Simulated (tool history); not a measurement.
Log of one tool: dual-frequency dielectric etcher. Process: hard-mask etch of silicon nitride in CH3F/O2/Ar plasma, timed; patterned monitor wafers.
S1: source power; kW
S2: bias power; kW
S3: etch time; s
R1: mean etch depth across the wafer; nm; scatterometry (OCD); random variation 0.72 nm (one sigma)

run,hour,S1,S2,S3,R1
1,0,0.43,0.06,155,99.817
2,3,0.43,0.054,155,97.665
3,7.4,0.46,0.056,155,102.07
4,13.4,0.46,0.048,155,97.368
5,20.5,0.46,0.048,141.5,90.222
6,26.3,0.48,0.051,143,93.221
7,29.4,0.49,0.056,145,98.975
8,32.6,0.51,0.058,146,101.11
9,40.4,0.52,0.061,147,102.88
10,46.8,0.53,0.064,148.5,107.9
11,54,0.54,0.065,149,107.65
12,60,0.55,0.067,150,110.78
13,61.9,0.56,0.068,150.5,112.03

Run 14 comes next. What will it give?
14,69.4,0.57,0.069,151,?

Run 14 gave R1 114.33 nm.

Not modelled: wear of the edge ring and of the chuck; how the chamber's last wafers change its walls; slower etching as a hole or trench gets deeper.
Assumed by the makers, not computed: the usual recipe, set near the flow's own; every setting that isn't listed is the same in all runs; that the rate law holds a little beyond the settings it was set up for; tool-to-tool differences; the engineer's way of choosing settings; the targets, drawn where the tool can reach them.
